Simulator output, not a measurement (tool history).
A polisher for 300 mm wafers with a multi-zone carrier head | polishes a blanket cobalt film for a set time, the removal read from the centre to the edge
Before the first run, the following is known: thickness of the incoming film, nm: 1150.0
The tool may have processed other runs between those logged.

run,hour,flow of slurry (ml/min),pressure of the head's centre zone,pressure of the head's middle zone,pressure of the head's edge zone,polishing time (s),film removed at the wafer's centre (angstrom),film removed at mid-radius (angstrom),film removed at the wafer's edge (angstrom)
1,0.0,285,1.00,1.00,1.00,85,2852.2,2796.6,2796.6
2,3.7,330,1.00,1.00,1.00,85,2887.8,2809.3,2853.8
3,11.9,330,1.00,1.00,0.94,85,2922.6,2832.8,2768.8
4,15.1,335,0.98,1.01,0.96,86,2848.0,2872.7,2826.1
5,16.9,335,1.04,1.01,0.96,86,3036.7,2870.8,2822.0
6,19.0,335,1.04,1.01,0.96,70,2441.9,2362.6,2289.8
7,20.6,340,1.02,1.02,0.98,72,2456.2,2449.1,2377.3

The next listed run, before its measurement:
8,28.6,345,0.92,1.12,1.08,92,?,?,?

{"run 8": {"film removed at the wafer's centre (angstrom)": 2845.6, "film removed at mid-radius (angstrom)": 3375.4, "film removed at the wafer's edge (angstrom)": 3196.4}}
